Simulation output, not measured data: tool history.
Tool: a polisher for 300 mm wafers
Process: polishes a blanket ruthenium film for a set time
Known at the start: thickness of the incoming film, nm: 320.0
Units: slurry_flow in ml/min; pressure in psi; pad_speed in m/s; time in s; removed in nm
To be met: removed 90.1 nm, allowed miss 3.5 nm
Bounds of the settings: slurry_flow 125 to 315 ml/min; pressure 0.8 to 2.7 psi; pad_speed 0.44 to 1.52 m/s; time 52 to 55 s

run,hour,slurry_flow,pressure,pad_speed,time,removed
1,0,205,1.7,0.98,52,42.342
2,6.7,240,1.7,0.98,52,43.316
3,11.4,200,1.7,0.98,52,42.124
4,19,245,1.7,0.98,52,42.595
5,27.7,245,1.4,0.98,52,36.384
6,29.7,245,1.4,0.86,52,31.31
7,34.8,245,1.6,0.9,52,37.119
8,38.7,245,1.8,0.94,52,44.262
9,46.1,245,1.9,0.96,52,47.28
10,51.1,245,2,0.98,52,50.309
11,53.1,245,2.1,1,52,54.56
12,59.9,245,2.2,1.02,52,57.508

Which of these 5 next moves meets every target?
A,66.7,265,2.1,0.84,52,?
B,66.7,265,2.6,1.14,55,?
C,66.7,210,2.4,1.4,55,?
D,66.7,230,2.4,1.28,55,?
E,66.7,240,2.2,1.38,55,?

move,removed
A,45.817
B,80.302
C,88.531
D,81.935
E,81.364
A: further off than the last run
B: nearer than the last run, and not there yet
C: meets every target
D: nearer than the last run, and not there yet
E: nearer than the last run, and not there yet
Move C is the one to make.
